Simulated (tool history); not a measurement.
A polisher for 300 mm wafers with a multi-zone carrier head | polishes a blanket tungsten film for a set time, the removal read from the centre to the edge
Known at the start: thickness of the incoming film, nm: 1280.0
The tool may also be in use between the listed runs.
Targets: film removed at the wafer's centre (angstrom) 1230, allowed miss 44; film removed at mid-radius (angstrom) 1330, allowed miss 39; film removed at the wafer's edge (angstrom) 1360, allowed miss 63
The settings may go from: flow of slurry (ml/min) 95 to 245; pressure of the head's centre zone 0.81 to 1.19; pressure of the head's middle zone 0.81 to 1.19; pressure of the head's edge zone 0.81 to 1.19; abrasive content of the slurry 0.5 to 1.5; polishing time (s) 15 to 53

| run | hour | flow of slurry (ml/min) | pressure of the head's centre zone | pressure of the head's middle zone | pressure of the head's edge zone | abrasive content of the slurry | polishing time (s) | film removed at the wafer's centre (angstrom) | film removed at mid-radius (angstrom) | film removed at the wafer's edge (angstrom) |
|---|---|---|---|---|---|---|---|---|---|---|
| 1 | 0 | 155 | 1 | 1 | 1 | 1 | 34 | 1668.2 | 1646.5 | 1701.3 |
| 2 | 6.6 | 150 | 0.98 | 0.99 | 0.98 | 0.9 | 34 | 1606.8 | 1570.1 | 1667.2 |
| 3 | 12 | 150 | 0.98 | 1.04 | 0.98 | 0.9 | 34 | 1636.6 | 1657.1 | 1647.1 |
| 4 | 13 | 150 | 0.98 | 1.04 | 0.98 | 0.9 | 41 | 1927.3 | 1990.3 | 1976.2 |
|  | 16.4 | worn pad replaced by a new one |
| 5 | 16.4 | 145 | 0.96 | 1.04 | 0.96 | 0.85 | 39 | 2035.9 | 2101.3 | 2159.5 |
| 6 | 17.4 | 145 | 0.96 | 1.04 | 0.96 | 0.65 | 39 | 1959 | 1993.9 | 2065.7 |
| 7 | 24 | 150 | 0.96 | 1.05 | 1 | 0.65 | 37 | 1848 | 1962.5 | 1983.8 |
| 8 | 31.4 | 160 | 0.95 | 1.03 | 1.01 | 0.75 | 35 | 1808.7 | 1870.3 | 1916.7 |
| 9 | 39.6 | 150 | 0.96 | 1.03 | 1.03 | 0.85 | 34 | 1765.5 | 1798.8 | 1927 |
| 10 | 40.8 | 145 | 0.94 | 1.03 | 0.99 | 0.9 | 32 | 1662.1 | 1730.1 | 1759.6 |
| 11 | 43.3 | 145 | 0.94 | 1.03 | 0.99 | 0.9 | 32 | 1643.1 | 1708.3 | 1727.4 |
| 12 | 46.9 | 135 | 0.93 | 1.03 | 0.99 | 0.95 | 30 | 1505.5 | 1607.1 | 1654.7 |
| 13 | 50.6 | 135 | 0.93 | 1.03 | 0.99 | 0.95 | 30 | 1502.7 | 1600.2 | 1630 |

Which of these 4 next moves meets every target?
| A | 54.3 | 135 | 0.97 | 0.82 | 0.95 | 0.9 | 33 | ? | ? | ? |
| B | 54.3 | 205 | 0.9 | 1.03 | 1.01 | 1.05 | 23 | ? | ? | ? |
| C | 54.3 | 145 | 0.96 | 1.13 | 0.94 | 1 | 32 | ? | ? | ? |
| D | 54.3 | 175 | 0.87 | 1.13 | 1.05 | 1.05 | 35 | ? | ? | ? |

| move | film removed at the wafer's centre (angstrom) | film removed at mid-radius (angstrom) | film removed at the wafer's edge (angstrom) |
|---|---|---|---|
| A | 1708.5 | 1443.3 | 1772.9 |
| B | 1225.6 | 1336 | 1366.1 |
| C | 1694.8 | 1885.6 | 1746.5 |
| D | 1755.8 | 2148.5 | 2078.9 |
A: further off than the last run
B: meets every target
C: further off than the last run
D: further off than the last run
Answer: B
